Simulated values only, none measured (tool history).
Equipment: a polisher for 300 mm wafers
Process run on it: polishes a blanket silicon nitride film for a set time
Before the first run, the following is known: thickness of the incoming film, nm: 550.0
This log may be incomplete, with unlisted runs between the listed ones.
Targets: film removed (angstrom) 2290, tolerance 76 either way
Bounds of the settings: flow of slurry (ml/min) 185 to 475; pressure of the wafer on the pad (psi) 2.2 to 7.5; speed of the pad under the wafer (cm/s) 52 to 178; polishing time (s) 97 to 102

run	hour	flow of slurry (ml/min)	pressure of the wafer on the pad (psi)	speed of the pad under the wafer (cm/s)	polishing time (s)	film removed (angstrom)
1	0	305	4.8	114	97	2686.6
2	5.9	305	4.6	114	97	2591.1
3	6.7	305	4.5	114	97	2574.6
4	9.8	305	5.7	114	97	3036.5
5	14	305	5.3	114	97	2898.4
6	20.6	305	5.3	114	97	2895.9
7	28.4	305	5	114	97	2794.1
8	33.1	305	4.7	114	97	2655.5
9	39.2	305	4.5	114	97	2588.9
10	45.5	305	4.3	114	97	2470.1
11	51.1	305	4.2	114	97	2402.9

Of the 4 settings listed for the next run, only one would bring every result within its allowed miss of target. Which one?
A	56.7	305	3.6	106	97	?
B	56.7	350	4.4	118	97	?
C	56.7	310	3.3	122	102	?
D	56.7	395	4.5	108	97	?

move	film removed (angstrom)
A	2056.4
B	2564.8
C	2246.2
D	2473.9
A: takes the biggest miss from the last run beyond its target
B: misses by more than the last run did
C: every result within its allowed miss
D: misses by more than the last run did
C meets every target.
